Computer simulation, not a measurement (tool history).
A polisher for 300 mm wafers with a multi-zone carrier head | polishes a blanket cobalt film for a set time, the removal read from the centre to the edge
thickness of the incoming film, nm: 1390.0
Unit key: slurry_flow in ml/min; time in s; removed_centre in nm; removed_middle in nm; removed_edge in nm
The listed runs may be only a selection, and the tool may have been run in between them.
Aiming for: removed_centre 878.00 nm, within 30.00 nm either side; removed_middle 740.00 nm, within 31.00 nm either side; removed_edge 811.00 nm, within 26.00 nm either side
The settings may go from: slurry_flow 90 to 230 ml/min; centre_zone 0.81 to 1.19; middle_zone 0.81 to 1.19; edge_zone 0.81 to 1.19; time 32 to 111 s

run,day,slurry_flow,centre_zone,middle_zone,edge_zone,time,removed_centre,removed_middle,removed_edge
1,0.000,150,1.00,1.00,1.00,71,536.37,520.70,522.31
2,0.250,160,1.03,0.99,1.04,77,611.68,567.76,584.27
3,0.529,160,1.03,0.99,1.04,65,512.46,480.82,496.31
4,0.804,160,1.07,0.99,1.04,65,537.82,480.14,494.32
5,0.908,170,1.08,0.99,1.07,73,607.80,541.59,560.88
6,1.008,170,1.08,1.05,1.07,73,609.87,570.18,566.47
7,1.062,175,1.09,1.03,1.10,79,675.05,603.95,635.86
8,1.342,180,1.11,1.04,1.12,82,710.29,639.31,648.30
9,1.404,180,1.11,1.02,1.14,86,737.47,658.09,691.89
10,1.442,185,1.12,1.01,1.15,89,788.23,666.09,722.33

Which of these 4 next moves meets every target?
A,1.479,195,1.14,1.00,1.18,98,?,?,?
B,1.479,160,0.95,0.98,1.19,100,?,?,?
C,1.479,220,1.16,0.81,1.19,93,?,?,?
D,1.479,205,1.19,1.15,0.93,87,?,?,?

move,removed_centre,removed_middle,removed_edge
A,879.40,736.21,828.94
B,727.53,722.35,835.67
C,860.84,594.37,799.92
D,821.14,740.55,655.57
A: each result inside its tolerance
B: brings the result that was furthest off to its target, and leaves another outside
C: brings the result that was furthest off to its target, and leaves another outside
D: misses by more than the last run did
So the answer is move A, the one that meets all the targets.

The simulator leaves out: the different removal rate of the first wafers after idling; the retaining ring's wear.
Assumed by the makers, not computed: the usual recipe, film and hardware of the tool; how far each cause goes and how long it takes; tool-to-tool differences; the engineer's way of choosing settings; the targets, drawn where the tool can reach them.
